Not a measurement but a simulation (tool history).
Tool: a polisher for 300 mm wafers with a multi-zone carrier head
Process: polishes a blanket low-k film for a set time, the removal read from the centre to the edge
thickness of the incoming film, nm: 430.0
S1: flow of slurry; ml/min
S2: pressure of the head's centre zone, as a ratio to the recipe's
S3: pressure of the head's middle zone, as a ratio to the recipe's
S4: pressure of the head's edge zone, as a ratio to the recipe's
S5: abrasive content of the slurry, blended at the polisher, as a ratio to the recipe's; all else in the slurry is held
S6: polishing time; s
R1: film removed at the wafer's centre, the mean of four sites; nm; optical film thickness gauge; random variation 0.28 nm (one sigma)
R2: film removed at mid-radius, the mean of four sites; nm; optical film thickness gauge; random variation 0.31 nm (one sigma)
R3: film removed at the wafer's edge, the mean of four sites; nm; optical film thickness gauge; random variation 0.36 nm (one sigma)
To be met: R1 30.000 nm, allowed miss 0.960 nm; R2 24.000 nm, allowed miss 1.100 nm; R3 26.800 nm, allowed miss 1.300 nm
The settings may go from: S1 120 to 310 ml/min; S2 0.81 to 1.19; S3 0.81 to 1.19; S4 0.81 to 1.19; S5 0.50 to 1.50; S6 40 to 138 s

| run | hour | S1 | S2 | S3 | S4 | S5 | S6 | R1 | R2 | R3 |
|---|---|---|---|---|---|---|---|---|---|---|
| 1 | 0.0 | 200 | 1.00 | 1.00 | 1.00 | 1.00 | 88 | 18.572 | 19.110 | 19.036 |
| 2 | 8.4 | 200 | 1.04 | 1.00 | 1.00 | 1.00 | 88 | 19.475 | 19.102 | 19.279 |
| 3 | 14.4 | 205 | 1.06 | 1.00 | 1.01 | 1.05 | 88 | 20.337 | 19.961 | 19.627 |
| 4 | 15.2 | 205 | 1.08 | 0.98 | 1.03 | 1.10 | 89 | 21.207 | 20.457 | 20.327 |
| 5 | 17.0 | 200 | 1.09 | 0.96 | 1.03 | 1.15 | 91 | 22.423 | 20.496 | 21.204 |
| 6 | 19.7 | 200 | 1.10 | 0.95 | 1.04 | 1.20 | 92 | 23.507 | 20.992 | 21.634 |
| 7 | 25.8 | 200 | 1.11 | 0.94 | 1.05 | 1.25 | 93 | 24.198 | 21.884 | 22.712 |
| 8 | 33.9 | 205 | 1.12 | 0.93 | 1.06 | 1.30 | 93 | 25.077 | 21.354 | 23.247 |
| 9 | 41.6 | 210 | 1.13 | 0.93 | 1.07 | 1.35 | 93 | 25.513 | 22.708 | 23.415 |
| 10 | 47.3 | 210 | 1.14 | 0.92 | 1.07 | 1.35 | 94 | 25.682 | 22.204 | 23.522 |
| 11 | 55.8 | 210 | 1.14 | 0.91 | 1.07 | 1.35 | 95 | 26.291 | 22.532 | 24.215 |
| 12 | 61.0 | 210 | 1.14 | 0.91 | 1.07 | 1.35 | 95 | 26.259 | 22.535 | 24.352 |
| 13 | 66.3 | 210 | 1.15 | 0.91 | 1.07 | 1.35 | 95 | 26.479 | 22.200 | 24.491 |
| 14 | 71.3 | 260 | 1.19 | 0.92 | 1.11 | 1.45 | 95 | 28.605 | 23.830 | 25.940 |
| 15 | 74.5 | 260 | 1.19 | 0.91 | 1.11 | 1.45 | 95 | 29.027 | 23.658 | 26.387 |

Which of these 4 next moves meets every target?
| A | 77.7 | 250 | 1.08 | 0.88 | 1.15 | 1.30 | 103 | ? | ? | ? |
| B | 77.7 | 235 | 1.19 | 0.92 | 1.15 | 1.25 | 96 | ? | ? | ? |
| C | 77.7 | 290 | 1.19 | 0.91 | 1.13 | 1.50 | 95 | ? | ? | ? |
| D | 77.7 | 285 | 1.17 | 0.89 | 1.18 | 1.50 | 92 | ? | ? | ? |

| move | R1 | R2 | R3 |
|---|---|---|---|
| A | 26.976 | 23.564 | 27.287 |
| B | 26.900 | 22.240 | 24.865 |
| C | 29.381 | 24.011 | 26.700 |
| D | 27.941 | 22.789 | 26.415 |
A: further off than the last run
B: further off than the last run
C: meets every target
D: further off than the last run
The right move is C.
